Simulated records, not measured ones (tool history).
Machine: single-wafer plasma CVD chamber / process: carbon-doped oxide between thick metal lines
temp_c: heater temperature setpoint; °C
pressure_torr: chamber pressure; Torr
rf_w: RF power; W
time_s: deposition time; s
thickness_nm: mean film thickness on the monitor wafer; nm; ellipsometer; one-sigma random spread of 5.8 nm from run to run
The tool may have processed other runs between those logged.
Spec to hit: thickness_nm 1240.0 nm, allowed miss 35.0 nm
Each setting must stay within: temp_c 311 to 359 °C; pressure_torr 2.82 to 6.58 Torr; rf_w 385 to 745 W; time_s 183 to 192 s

run,day,temp_c,pressure_torr,rf_w,time_s,thickness_nm
1,0.000,335,4.70,565,192,1028.5
2,0.146,335,4.70,565,192,1014.9
3,0.396,333,4.88,595,192,1074.7
4,0.683,333,5.36,595,192,1084.8
5,0.808,333,5.36,530,192,1006.6
6,1.112,331,5.50,560,192,1045.2
7,1.425,330,5.57,590,192,1097.7
8,1.521,329,5.67,605,192,1119.7
9,1.808,328,5.75,620,192,1133.7
10,1.996,327,5.80,635,192,1157.4

Consider the 5 candidate settings below. Which is the only one whose results all fall within their allowed miss of target?
A,2.183,329,5.64,640,192,?
B,2.183,330,5.80,710,192,?
C,2.183,321,5.73,660,183,?
D,2.183,325,5.98,620,192,?
E,2.183,328,5.71,620,192,?

move,thickness_nm
A,1159.6
B,1231.5
C,1163.0
D,1163.2
E,1143.8
A: just as far off the targets as the last run
B: hits every target within its allowed miss
C: closes in on the targets versus the last run, not all within tolerance yet
D: closes in on the targets versus the last run, not all within tolerance yet
E: its largest miss is bigger than the last run's
Move B is the one to make.
